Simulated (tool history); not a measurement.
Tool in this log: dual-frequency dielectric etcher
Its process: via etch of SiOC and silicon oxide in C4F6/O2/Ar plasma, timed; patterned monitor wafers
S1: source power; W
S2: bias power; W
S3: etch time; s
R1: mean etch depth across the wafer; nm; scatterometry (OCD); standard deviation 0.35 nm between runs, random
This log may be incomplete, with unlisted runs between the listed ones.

run 1 hour=0.0 | S1=370 S2=235 S3=64.5 | R1=70.318
run 2 hour=7.2 | S1=370 S2=217 S3=64.5 | R1=68.499
run 3 hour=8.0 | S1=360 S2=212 S3=64.5 | R1=67.070
run 4 hour=12.9 | S1=360 S2=212 S3=67.5 | R1=69.697
run 5 hour=16.2 | S1=360 S2=212 S3=64.5 | R1=66.901
run 6 hour=20.7 | S1=360 S2=229 S3=64.5 | R1=68.945
run 7 hour=25.2 | S1=350 S2=224 S3=64.5 | R1=67.575

The next listed run, before its measurement:
run 8 hour=25.8 | S1=340 S2=219 S3=64.5 | R1=?

Run 8 produced R1 65.848 nm.

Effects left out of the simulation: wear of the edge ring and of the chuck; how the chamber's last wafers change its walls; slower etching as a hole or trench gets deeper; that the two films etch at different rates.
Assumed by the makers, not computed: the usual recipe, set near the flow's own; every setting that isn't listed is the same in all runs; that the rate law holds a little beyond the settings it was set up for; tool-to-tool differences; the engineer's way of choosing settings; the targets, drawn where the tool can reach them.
